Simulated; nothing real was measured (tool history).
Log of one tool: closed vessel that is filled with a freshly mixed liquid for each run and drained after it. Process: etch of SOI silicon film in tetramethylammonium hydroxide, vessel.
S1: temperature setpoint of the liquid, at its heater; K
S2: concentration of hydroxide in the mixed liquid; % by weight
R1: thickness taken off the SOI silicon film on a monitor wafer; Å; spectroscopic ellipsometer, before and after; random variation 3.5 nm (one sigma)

Run 1, hour 0: S1 342.15 K, S2 9.5 % by weight, time in the liquid (s) 90. Result: R1 6020.9 Å.
Run 2, hour 6.7: S1 340.15 K, S2 9.5 % by weight, time in the liquid (s) 90. Result: R1 5324.5 Å.
Run 3, hour 9: S1 340.15 K, S2 9.5 % by weight, time in the liquid (s) 90. Result: R1 5347.5 Å.
Run 4, hour 12.8: S1 338.65 K, S2 9.5 % by weight, time in the liquid (s) 90. Result: R1 4898.9 Å.
Run 5, hour 15.9: S1 338.65 K, S2 8 % by weight, time in the liquid (s) 90. Result: R1 5181.1 Å.
Run 6, hour 22.5: S1 338.65 K, S2 8 % by weight, time in the liquid (s) 95. Result: R1 5540 Å.
Run 7, hour 29.4: S1 337.15 K, S2 8 % by weight, time in the liquid (s) 95. Result: R1 4918.8 Å.
Run 8, hour 34.4: S1 336.15 K, S2 8 % by weight, time in the liquid (s) 95. Result: R1 4717.6 Å.
Run 9, hour 37: S1 332.65 K, S2 8 % by weight, time in the liquid (s) 95. Result: R1 3822.4 Å.

Forecast run 10:
At hour 41.9: hydroxide flow meter replaced.
Run 10, hour 41.9: S1 333.65 K, S2 8 % by weight, time in the liquid (s) 95. Result: R1 ?.

{"run 10": {"R1": 4207.1}}
